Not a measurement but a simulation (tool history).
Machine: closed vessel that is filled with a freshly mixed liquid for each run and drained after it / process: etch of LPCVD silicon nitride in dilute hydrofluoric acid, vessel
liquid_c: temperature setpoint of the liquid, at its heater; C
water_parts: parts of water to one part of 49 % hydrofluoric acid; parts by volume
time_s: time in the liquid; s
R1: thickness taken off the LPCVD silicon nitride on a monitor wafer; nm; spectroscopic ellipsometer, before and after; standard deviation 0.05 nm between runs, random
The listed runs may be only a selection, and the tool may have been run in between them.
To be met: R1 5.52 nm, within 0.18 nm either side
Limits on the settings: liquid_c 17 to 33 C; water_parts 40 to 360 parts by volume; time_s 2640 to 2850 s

Run 1, day 0: liquid_c 25 C, water_parts 200 parts by volume, time_s 2640 s. Result: R1 8.9115 nm.
Run 2, day 0.354: liquid_c 25 C, water_parts 140 parts by volume, time_s 2640 s. Result: R1 12.598 nm.
Run 3, day 0.512: liquid_c 23.5 C, water_parts 150 parts by volume, time_s 2640 s. Result: R1 10.891 nm.
Run 4, day 0.8: liquid_c 22.5 C, water_parts 160 parts by volume, time_s 2640 s. Result: R1 9.4931 nm.
Run 5, day 1.167: liquid_c 21.5 C, water_parts 165 parts by volume, time_s 2640 s. Result: R1 8.784 nm.
At day 1.479: thermometer replaced.
Run 6, day 1.479: liquid_c 21.5 C, water_parts 165 parts by volume, time_s 2850 s. Result: R1 8.5456 nm.
Run 7, day 1.633: liquid_c 21 C, water_parts 165 parts by volume, time_s 2850 s. Result: R1 8.2429 nm.
Run 8, day 2: liquid_c 20.5 C, water_parts 165 parts by volume, time_s 2850 s. Result: R1 7.9114 nm.

Of the 5 settings listed for the next run, only one would bring every result within its allowed miss of target. Which one?
Run A, day 2.367: liquid_c 18.5 C, water_parts 105 parts by volume, time_s 2820 s. Result: R1 ?.
Run B, day 2.367: liquid_c 23.5 C, water_parts 250 parts by volume, time_s 2850 s. Result: R1 ?.
Run C, day 2.367: liquid_c 22.5 C, water_parts 120 parts by volume, time_s 2850 s. Result: R1 ?.
Run D, day 2.367: liquid_c 17.5 C, water_parts 195 parts by volume, time_s 2640 s. Result: R1 ?.
Run E, day 2.367: liquid_c 22.5 C, water_parts 270 parts by volume, time_s 2835 s. Result: R1 ?.

move      R1
   A   10.58
   B  6.3604
   C  12.292
   D   5.085
   E  5.5099
A: the biggest miss grows against the last run
B: nearer than the last run, and not there yet
C: the biggest miss grows against the last run
D: the result that was furthest off in the last run now lies on the other side of its target
E: every result within its allowed miss
E meets every target.
